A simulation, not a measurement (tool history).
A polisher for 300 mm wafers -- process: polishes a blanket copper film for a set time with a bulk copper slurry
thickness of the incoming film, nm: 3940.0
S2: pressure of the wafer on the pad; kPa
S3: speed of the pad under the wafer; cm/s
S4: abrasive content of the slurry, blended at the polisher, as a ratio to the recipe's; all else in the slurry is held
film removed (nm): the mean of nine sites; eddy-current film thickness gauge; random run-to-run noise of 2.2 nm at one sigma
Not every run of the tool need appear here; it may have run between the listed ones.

run 1 day=0 | flow_of_slurry_(ml/min)=140 S2=11.7 S3=114 S4=1 polishing_time_(s)=39 | film_removed_(nm)=248.98
run 2 day=0.042 | flow_of_slurry_(ml/min)=135 S2=11 S3=114 S4=1 polishing_time_(s)=39 | film_removed_(nm)=232.01
run 3 day=0.1 | flow_of_slurry_(ml/min)=130 S2=10.3 S3=114 S4=1 polishing_time_(s)=39 | film_removed_(nm)=219.52
run 4 day=0.204 | flow_of_slurry_(ml/min)=130 S2=9.7 S3=114 S4=1 polishing_time_(s)=39 | film_removed_(nm)=198.19
run 5 day=0.542 | flow_of_slurry_(ml/min)=130 S2=9.7 S3=128 S4=1 polishing_time_(s)=39 | film_removed_(nm)=221.54
run 6 day=0.604 | flow_of_slurry_(ml/min)=130 S2=9.7 S3=128 S4=1.1 polishing_time_(s)=39 | film_removed_(nm)=225.38
run 7 day=0.933 | flow_of_slurry_(ml/min)=130 S2=9 S3=128 S4=1.1 polishing_time_(s)=39 | film_removed_(nm)=217.45
run 8 day=1.296 | flow_of_slurry_(ml/min)=125 S2=8.3 S3=128 S4=1.1 polishing_time_(s)=39 | film_removed_(nm)=192.19

Expected results for the next run?
run 9 day=1.346 | flow_of_slurry_(ml/min)=110 S2=8.3 S3=128 S4=1.1 polishing_time_(s)=39 | film_removed_(nm)=?

{"run 9": {"film removed (nm)": 194.52}}
